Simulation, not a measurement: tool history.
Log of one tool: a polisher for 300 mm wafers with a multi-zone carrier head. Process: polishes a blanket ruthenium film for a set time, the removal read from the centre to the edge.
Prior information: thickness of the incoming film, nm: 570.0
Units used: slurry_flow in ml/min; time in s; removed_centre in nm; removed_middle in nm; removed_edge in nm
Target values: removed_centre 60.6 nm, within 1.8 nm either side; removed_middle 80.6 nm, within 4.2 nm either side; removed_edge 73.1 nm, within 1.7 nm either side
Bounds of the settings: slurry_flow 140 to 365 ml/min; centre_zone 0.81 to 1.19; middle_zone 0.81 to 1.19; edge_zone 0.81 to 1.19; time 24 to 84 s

run	hour	slurry_flow	centre_zone	middle_zone	edge_zone	time	removed_centre	removed_middle	removed_edge
1	0	235	1	1	1	54	61.55	59.227	63.151
2	4.2	265	1	1	1	54	62.521	59.905	63.628
3	4.8	270	0.98	1.03	1.01	55	61.366	63.443	65.435
4	6.3	275	0.98	1.05	1.02	55	62.118	64.945	65.363
5	9.6	220	0.98	1.05	1.02	55	59.264	64.085	63.681
6	14.5	220	0.98	0.98	1.02	55	59.858	60.437	63.973
7	18.9	225	0.97	1.01	1.04	55	59.501	62.288	64.285
8	20.9	230	0.96	1.03	1.06	56	60.805	63.628	67.306
9	28.4	230	0.95	1.05	1.06	57	60.676	66.534	67.373
10	36.7	230	0.94	1.07	1.07	57	60.078	68.893	68.096

Which of these 4 next moves meets every target?
A	45	345	0.99	0.97	1.02	52	?	?	?
B	45	185	0.98	1.19	0.98	57	?	?	?
C	45	215	0.88	1.18	1.05	62	?	?	?
D	45	250	0.91	1.19	0.96	59	?	?	?

move	removed_centre	removed_middle	removed_edge
A	61.754	57.983	62.873
B	61.429	69.88	63.485
C	61.626	77.387	72.742
D	62.084	75.743	67.317
A: further off than the last run
B: further off than the last run
C: all results land within tolerance of their targets
D: further off than the last run
The right move is C.

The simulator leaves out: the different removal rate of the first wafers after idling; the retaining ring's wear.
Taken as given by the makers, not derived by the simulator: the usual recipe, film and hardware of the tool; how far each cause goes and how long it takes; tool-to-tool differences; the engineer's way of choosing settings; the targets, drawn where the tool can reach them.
